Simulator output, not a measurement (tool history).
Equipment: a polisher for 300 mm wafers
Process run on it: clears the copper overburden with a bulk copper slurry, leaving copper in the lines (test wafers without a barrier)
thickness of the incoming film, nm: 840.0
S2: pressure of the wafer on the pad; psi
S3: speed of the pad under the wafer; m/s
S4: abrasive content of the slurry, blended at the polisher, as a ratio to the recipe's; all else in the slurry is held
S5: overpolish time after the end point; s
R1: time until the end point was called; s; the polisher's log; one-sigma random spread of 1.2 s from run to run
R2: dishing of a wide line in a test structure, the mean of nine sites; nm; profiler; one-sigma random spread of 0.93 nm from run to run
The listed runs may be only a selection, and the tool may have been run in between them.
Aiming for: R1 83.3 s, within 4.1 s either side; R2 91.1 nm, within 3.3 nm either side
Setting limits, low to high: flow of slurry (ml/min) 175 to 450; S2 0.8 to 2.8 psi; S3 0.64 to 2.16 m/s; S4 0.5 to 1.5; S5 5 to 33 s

run 1 hour=0 | flow_of_slurry_(ml/min)=290 S2=1.8 S3=1.4 S4=1 S5=17 | R1=120.36 R2=59.463
run 2 hour=1.2 | flow_of_slurry_(ml/min)=290 S2=1.9 S3=1.4 S4=1 S5=17 | R1=114.09 R2=60.903
run 3 hour=8 | flow_of_slurry_(ml/min)=290 S2=2.2 S3=1.4 S4=1 S5=17 | R1=101.23 R2=68.615
run 4 hour=11.6 | flow_of_slurry_(ml/min)=290 S2=2.2 S3=1.4 S4=1 S5=21 | R1=101.4 R2=79.21
run 5 hour=19.6 | flow_of_slurry_(ml/min)=290 S2=2.2 S3=1.4 S4=1 S5=27 | R1=102.74 R2=90.515
run 6 hour=25.4 | flow_of_slurry_(ml/min)=290 S2=2.2 S3=1.74 S4=1 S5=27 | R1=88.115 R2=95.671
run 7 hour=34.4 | flow_of_slurry_(ml/min)=290 S2=2.2 S3=1.74 S4=1 S5=27 | R1=88.329 R2=96.4
run 8 hour=40.3 | flow_of_slurry_(ml/min)=290 S2=2.2 S3=1.74 S4=1 S5=27 | R1=87.854 R2=96.576

Below are 4 possible settings for the next run. Only one of them brings all results inside the allowed miss of their targets. Which is it?
run A hour=46.2 | flow_of_slurry_(ml/min)=345 S2=2 S3=1.68 S4=1.05 S5=24 | R1=? R2=?
run B hour=46.2 | flow_of_slurry_(ml/min)=330 S2=2.2 S3=1.5 S4=1 S5=29 | R1=? R2=?
run C hour=46.2 | flow_of_slurry_(ml/min)=265 S2=2.4 S3=1.96 S4=1.15 S5=17 | R1=? R2=?
run D hour=46.2 | flow_of_slurry_(ml/min)=280 S2=2.5 S3=1.6 S4=1.05 S5=22 | R1=? R2=?

move=A R1=95.231 R2=84.161
move=B R1=96.139 R2=93.45
move=C R1=73.505 R2=83.193
move=D R1=82.883 R2=90.215
A: the result that was furthest off in the last run now lies on the other side of its target
B: meets the target for the result that was furthest off, but another lies outside its allowed miss
C: the result that was furthest off in the last run now lies on the other side of its target
D: meets every target
Move D is the one to make.
